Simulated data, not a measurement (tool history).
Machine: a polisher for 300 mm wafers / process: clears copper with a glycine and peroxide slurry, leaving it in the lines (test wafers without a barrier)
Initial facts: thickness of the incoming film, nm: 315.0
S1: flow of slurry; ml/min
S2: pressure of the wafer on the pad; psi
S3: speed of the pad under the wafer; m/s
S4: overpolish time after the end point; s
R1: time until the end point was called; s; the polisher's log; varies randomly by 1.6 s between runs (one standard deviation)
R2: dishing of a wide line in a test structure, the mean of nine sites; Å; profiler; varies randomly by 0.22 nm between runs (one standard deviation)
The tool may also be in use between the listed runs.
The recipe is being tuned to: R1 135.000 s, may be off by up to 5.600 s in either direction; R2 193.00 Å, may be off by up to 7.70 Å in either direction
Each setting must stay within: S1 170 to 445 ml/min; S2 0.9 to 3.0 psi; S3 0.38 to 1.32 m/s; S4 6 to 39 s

run  hour   S1   S2    S3  S4       R1      R2
  1   0.0  285  1.9  0.84  20   89.618  495.46
  2   8.8  285  1.8  0.74  16  101.510  357.42
  3   9.4  285  1.8  0.58  16  119.200  315.01
  4  14.5  290  1.7  0.58  14  121.960  262.95
  5  16.4  290  1.7  0.58  22  121.680  397.90
  6  17.2  290  1.4  0.58  22  139.810  361.57
  7  18.2  295  1.5  0.54  18  136.910  297.87
  8  21.3  305  1.5  0.54  15  136.890  256.74
  9  23.9  310  1.5  0.54  13  134.670  225.44
 10  28.6  330  1.5  0.54  12  135.440  204.28
 11  35.2  340  1.5  0.54  12  136.640  207.05
 12  36.2  350  1.5  0.54  12  140.100  214.34
 13  43.0  350  1.5  0.54  12  137.250  212.67

Pick the move, out of 5, that brings all results within their allowed miss; only one does.
  A  49.8  400  1.2  0.80  10   ?   ?
  B  49.8  350  1.6  0.58  10   ?   ?
  C  49.8  310  1.5  0.56  11   ?   ?
  D  49.8  395  1.8  0.46  10   ?   ?
  E  49.8  405  1.3  0.62  10   ?   ?

move       R1      R2
   A  124.130  193.51
   B  128.040  189.61
   C  137.350  194.16
   D  135.790  180.06
   E  137.680  176.38
A: puts the biggest miss on target and leaves a different result outside tolerance
B: puts the biggest miss on target and leaves a different result outside tolerance
C: hits every target within its allowed miss
D: moves the result that the last run missed by most past its target, out the other side
E: moves the result that the last run missed by most past its target, out the other side
The move that meets every target is C.
